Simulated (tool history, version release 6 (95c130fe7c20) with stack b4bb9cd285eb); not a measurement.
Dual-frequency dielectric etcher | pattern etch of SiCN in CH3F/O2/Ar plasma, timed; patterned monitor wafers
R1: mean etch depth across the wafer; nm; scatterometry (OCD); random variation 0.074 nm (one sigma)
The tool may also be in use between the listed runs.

Run 1, hour 0: source power (W) 300, bias power (W) 59, etch time (s) 44.5. Result: R1 13.579 nm.
Run 2, hour 3.2: source power (W) 300, bias power (W) 59, etch time (s) 44.5. Result: R1 13.752 nm.
Run 3, hour 6.1: source power (W) 350, bias power (W) 59, etch time (s) 44.5. Result: R1 14.795 nm.
Run 4, hour 7: source power (W) 330, bias power (W) 58, etch time (s) 44.5. Result: R1 14.157 nm.
Run 5, hour 15.4: source power (W) 330, bias power (W) 68, etch time (s) 44.5. Result: R1 15.388 nm.
Run 6, hour 22.9: source power (W) 310, bias power (W) 67, etch time (s) 44.5. Result: R1 14.662 nm.
Run 7, hour 25.4: source power (W) 290, bias power (W) 67, etch time (s) 44.5. Result: R1 14.444 nm.
Run 8, hour 29.5: source power (W) 270, bias power (W) 66, etch time (s) 44.5. Result: R1 13.673 nm.
Run 9, hour 36.7: source power (W) 260, bias power (W) 66, etch time (s) 44.5. Result: R1 13.433 nm.

Forecast run 10:
Run 10, hour 43.2: source power (W) 250, bias power (W) 66, etch time (s) 44.5. Result: R1 ?.

{"run 10": {"R1": 13.177}}
